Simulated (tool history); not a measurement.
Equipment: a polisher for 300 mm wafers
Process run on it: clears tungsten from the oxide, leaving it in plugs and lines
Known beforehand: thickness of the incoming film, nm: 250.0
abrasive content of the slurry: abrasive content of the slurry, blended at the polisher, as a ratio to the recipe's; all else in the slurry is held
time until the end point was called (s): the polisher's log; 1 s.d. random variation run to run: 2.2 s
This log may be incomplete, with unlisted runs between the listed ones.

| run | hour | flow of slurry (ml/min) | pressure of the wafer on the pad (kPa) | speed of the pad under the wafer (m/s) | abrasive content of the slurry | overpolish time after the end point (s) | time until the end point was called (s) |
|---|---|---|---|---|---|---|---|
| 1 | 0 | 295 | 32.4 | 1 | 1 | 35 | 54.323 |
| 2 | 4.9 | 295 | 32.4 | 1 | 1 | 35 | 55.475 |
| 3 | 5.5 | 295 | 26.9 | 0.9 | 1 | 35 | 73.451 |
| 4 | 10.8 | 350 | 26.9 | 0.9 | 1 | 35 | 75.294 |
| 5 | 12 | 350 | 26.9 | 0.9 | 1 | 35 | 71.796 |
| 6 | 18.7 | 350 | 22.8 | 0.86 | 1 | 35 | 91.286 |
| 7 | 27.6 | 350 | 20.7 | 0.86 | 1 | 35 | 97.583 |
| 8 | 36.5 | 350 | 18.6 | 0.86 | 1 | 35 | 108.23 |

Run 9 comes next. What will it give?
|  | 38.1 | slurry nozzle cleaned |
| 9 | 38.1 | 350 | 17.9 | 0.86 | 1 | 35 | ? |

{"run 9": {"time until the end point was called (s)": 107.64}}
